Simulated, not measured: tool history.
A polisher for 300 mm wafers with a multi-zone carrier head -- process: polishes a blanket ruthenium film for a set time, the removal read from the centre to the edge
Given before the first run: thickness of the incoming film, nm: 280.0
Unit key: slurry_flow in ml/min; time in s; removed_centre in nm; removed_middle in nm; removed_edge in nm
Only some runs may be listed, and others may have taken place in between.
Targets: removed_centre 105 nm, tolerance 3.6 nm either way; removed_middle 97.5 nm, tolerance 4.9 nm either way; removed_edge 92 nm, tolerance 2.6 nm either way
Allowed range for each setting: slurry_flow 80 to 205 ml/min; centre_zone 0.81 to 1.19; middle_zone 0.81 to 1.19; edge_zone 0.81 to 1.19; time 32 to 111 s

Run 1, day 0: slurry_flow 135 ml/min, centre_zone 1, middle_zone 1, edge_zone 1, time 71 s. Result: removed_centre 109.94 nm, removed_middle 108.18 nm, removed_edge 101.35 nm.
Run 2, day 0.092: slurry_flow 130 ml/min, centre_zone 1.01, middle_zone 0.99, edge_zone 0.98, time 71 s. Result: removed_centre 111.23 nm, removed_middle 103.81 nm, removed_edge 100.29 nm.
Run 3, day 0.154: slurry_flow 125 ml/min, centre_zone 1.01, middle_zone 1, edge_zone 0.96, time 71 s. Result: removed_centre 109.09 nm, removed_middle 107.11 nm, removed_edge 97.317 nm.
Run 4, day 0.358: slurry_flow 125 ml/min, centre_zone 1.01, middle_zone 1, edge_zone 0.96, time 82 s. Result: removed_centre 125.95 nm, removed_middle 120.2 nm, removed_edge 113.51 nm.
Run 5, day 0.417: slurry_flow 135 ml/min, centre_zone 1.01, middle_zone 1, edge_zone 0.96, time 82 s. Result: removed_centre 127.13 nm, removed_middle 123.07 nm, removed_edge 115.17 nm.
Run 6, day 0.646: slurry_flow 125 ml/min, centre_zone 1, middle_zone 0.98, edge_zone 0.93, time 80 s. Result: removed_centre 121.64 nm, removed_middle 120.45 nm, removed_edge 108.73 nm.
Run 7, day 0.804: slurry_flow 120 ml/min, centre_zone 1, middle_zone 0.96, edge_zone 0.93, time 78 s. Result: removed_centre 116.52 nm, removed_middle 108.01 nm, removed_edge 105.48 nm.
Run 8, day 0.879: slurry_flow 95 ml/min, centre_zone 1, middle_zone 0.98, edge_zone 0.83, time 73 s. Result: removed_centre 100.01 nm, removed_middle 98.412 nm, removed_edge 90.653 nm.

Which of these 5 next moves meets every target?
Run A, day 0.954: slurry_flow 80 ml/min, centre_zone 0.93, middle_zone 1.05, edge_zone 0.92, time 74 s. Result: removed_centre ?, removed_middle ?, removed_edge ?.
Run B, day 0.954: slurry_flow 85 ml/min, centre_zone 1.01, middle_zone 1.05, edge_zone 0.88, time 72 s. Result: removed_centre ?, removed_middle ?, removed_edge ?.
Run C, day 0.954: slurry_flow 80 ml/min, centre_zone 0.91, middle_zone 1.04, edge_zone 0.84, time 77 s. Result: removed_centre ?, removed_middle ?, removed_edge ?.
Run D, day 0.954: slurry_flow 95 ml/min, centre_zone 0.98, middle_zone 1.02, edge_zone 0.81, time 70 s. Result: removed_centre ?, removed_middle ?, removed_edge ?.
Run E, day 0.954: slurry_flow 80 ml/min, centre_zone 1.07, middle_zone 0.99, edge_zone 0.86, time 77 s. Result: removed_centre ?, removed_middle ?, removed_edge ?.

move  removed_centre  removed_middle  removed_edge
   A          86.102          96.953        91.046
   B          93.801          96.717        88.489
   C          87.644           100.1         91.48
   D          92.882          95.731        85.722
   E          103.15          96.011        92.366
A: further off than the last run
B: further off than the last run
C: further off than the last run
D: further off than the last run
E: all results in spec
The right move is E.
